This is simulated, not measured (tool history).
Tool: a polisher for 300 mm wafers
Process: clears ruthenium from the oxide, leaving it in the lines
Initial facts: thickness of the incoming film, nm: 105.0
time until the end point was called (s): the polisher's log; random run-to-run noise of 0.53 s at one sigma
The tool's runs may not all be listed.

run,hour,flow of slurry (ml/min),pressure of the wafer on the pad (kPa),speed of the pad under the wafer (cm/s),overpolish time after the end point (s),time until the end point was called (s)
1,0,135,15.9,116,54,64.803
2,4.6,135,15.9,140,54,53.666
3,12.6,135,15.9,114,54,65.961
4,19.2,135,15.9,102,54,74.948
5,22.7,135,16.5,102,54,69.618
# hour 28: worn pad replaced by a new one
6,28,135,17.2,102,54,61.779
7,30,145,18.6,102,54,57.199
8,33.9,145,20,102,54,54.074

What will run 9 give?
9,36,150,20.7,102,54,?

time until the end point was called (s): 50.196
